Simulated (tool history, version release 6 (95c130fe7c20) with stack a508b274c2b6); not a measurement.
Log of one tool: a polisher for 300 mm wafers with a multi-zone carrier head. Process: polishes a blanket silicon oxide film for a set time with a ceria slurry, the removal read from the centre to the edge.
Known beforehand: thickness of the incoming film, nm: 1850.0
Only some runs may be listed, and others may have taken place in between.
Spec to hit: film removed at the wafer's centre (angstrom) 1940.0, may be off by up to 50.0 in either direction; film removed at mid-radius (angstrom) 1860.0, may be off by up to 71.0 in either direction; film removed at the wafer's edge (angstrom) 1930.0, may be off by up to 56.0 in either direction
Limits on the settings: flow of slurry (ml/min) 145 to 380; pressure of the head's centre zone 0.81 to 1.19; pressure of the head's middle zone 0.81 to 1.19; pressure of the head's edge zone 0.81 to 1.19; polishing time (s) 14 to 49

| run | hour | flow of slurry (ml/min) | pressure of the head's centre zone | pressure of the head's middle zone | pressure of the head's edge zone | polishing time (s) | film removed at the wafer's centre (angstrom) | film removed at mid-radius (angstrom) | film removed at the wafer's edge (angstrom) |
|---|---|---|---|---|---|---|---|---|---|
| 1 | 0.0 | 245 | 1.00 | 1.00 | 1.00 | 31 | 1338.3 | 1370.2 | 1338.2 |
| 2 | 0.5 | 250 | 1.02 | 1.00 | 1.03 | 33 | 1457.0 | 1448.8 | 1438.3 |
| 3 | 1.6 | 255 | 1.03 | 1.00 | 1.05 | 35 | 1551.5 | 1528.0 | 1535.9 |
| 4 | 9.9 | 255 | 1.03 | 1.05 | 1.05 | 35 | 1573.3 | 1585.4 | 1539.5 |
| 5 | 18.0 | 255 | 1.03 | 1.00 | 1.05 | 35 | 1574.4 | 1523.7 | 1517.9 |
| 6 | 21.3 | 250 | 1.03 | 1.00 | 1.07 | 37 | 1639.5 | 1608.8 | 1637.6 |
| 7 | 23.8 | 255 | 1.04 | 1.01 | 1.09 | 38 | 1726.9 | 1718.1 | 1708.5 |
| 8 | 26.0 | 260 | 1.05 | 1.00 | 1.11 | 39 | 1788.4 | 1707.8 | 1801.3 |
| 9 | 31.6 | 270 | 1.06 | 1.01 | 1.12 | 39 | 1800.7 | 1720.8 | 1773.4 |

4 candidate next runs follow, results not yet known. Just one meets every target within its allowed miss. Identify it.
| A | 37.2 | 240 | 1.05 | 0.83 | 1.19 | 43 | ? | ? | ? |
| B | 37.2 | 270 | 1.06 | 1.03 | 1.17 | 35 | ? | ? | ? |
| C | 37.2 | 205 | 1.11 | 0.88 | 1.18 | 43 | ? | ? | ? |
| D | 37.2 | 235 | 1.06 | 1.01 | 1.12 | 43 | ? | ? | ? |

| move | film removed at the wafer's centre (angstrom) | film removed at mid-radius (angstrom) | film removed at the wafer's edge (angstrom) |
|---|---|---|---|
| A | 1924.1 | 1604.4 | 2007.5 |
| B | 1609.5 | 1586.6 | 1633.5 |
| C | 1983.4 | 1644.4 | 1962.8 |
| D | 1938.8 | 1883.8 | 1936.6 |
A: takes the biggest miss from the last run beyond its target
B: further off than the last run
C: meets the target for the result that was furthest off, but another lies outside its allowed miss
D: all results in spec
D is the move that brings every result within its allowed miss.
